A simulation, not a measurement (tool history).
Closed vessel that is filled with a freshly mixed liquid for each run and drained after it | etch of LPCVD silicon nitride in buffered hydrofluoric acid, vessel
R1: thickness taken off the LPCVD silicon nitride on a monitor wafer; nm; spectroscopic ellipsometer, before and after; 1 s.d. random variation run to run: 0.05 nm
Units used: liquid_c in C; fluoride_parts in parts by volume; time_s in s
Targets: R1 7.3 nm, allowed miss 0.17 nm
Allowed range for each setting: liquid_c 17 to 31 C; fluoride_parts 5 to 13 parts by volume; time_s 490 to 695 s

{"run": 1, "hour": 0.0, "liquid_c": 23, "fluoride_parts": 8, "time_s": 695, "R1": 10.543}
{"run": 2, "hour": 7.5, "liquid_c": 20.5, "fluoride_parts": 8, "time_s": 695, "R1": 9.1248}
{"run": 3, "hour": 9.6, "liquid_c": 20, "fluoride_parts": 8, "time_s": 695, "R1": 8.9934}
{"run": 4, "hour": 15.1, "liquid_c": 19.5, "fluoride_parts": 8, "time_s": 695, "R1": 8.7389}
{"run": 5, "hour": 24.9, "liquid_c": 19.5, "fluoride_parts": 8, "time_s": 490, "R1": 6.1552}
{"run": 6, "hour": 32.7, "liquid_c": 21, "fluoride_parts": 8, "time_s": 490, "R1": 6.7243}
{"run": 7, "hour": 37.5, "liquid_c": 21.5, "fluoride_parts": 8, "time_s": 490, "R1": 6.8721}
{"run": 8, "hour": 43.8, "liquid_c": 22, "fluoride_parts": 8, "time_s": 490, "R1": 7.0595}

Exactly one of the 5 candidate moves below puts every result within its allowed miss. Which one?
{"run": "A", "hour": 50.1, "liquid_c": 22.5, "fluoride_parts": 9.5, "time_s": 600, "R1": "?"}
{"run": "B", "hour": 50.1, "liquid_c": 20.5, "fluoride_parts": 9, "time_s": 620, "R1": "?"}
{"run": "C", "hour": 50.1, "liquid_c": 21.5, "fluoride_parts": 8, "time_s": 490, "R1": "?"}
{"run": "D", "hour": 50.1, "liquid_c": 21.5, "fluoride_parts": 9.5, "time_s": 650, "R1": "?"}
{"run": "E", "hour": 50.1, "liquid_c": 18.5, "fluoride_parts": 6, "time_s": 490, "R1": "?"}

move=A R1=7.5757
move=B R1=7.2492
move=C R1=6.8825
move=D R1=7.766
move=E R1=7.6853
A: takes the biggest miss from the last run beyond its target
B: all results land within tolerance of their targets
C: moves away from the targets compared with the last run
D: takes the biggest miss from the last run beyond its target
E: takes the biggest miss from the last run beyond its target
B meets every target.

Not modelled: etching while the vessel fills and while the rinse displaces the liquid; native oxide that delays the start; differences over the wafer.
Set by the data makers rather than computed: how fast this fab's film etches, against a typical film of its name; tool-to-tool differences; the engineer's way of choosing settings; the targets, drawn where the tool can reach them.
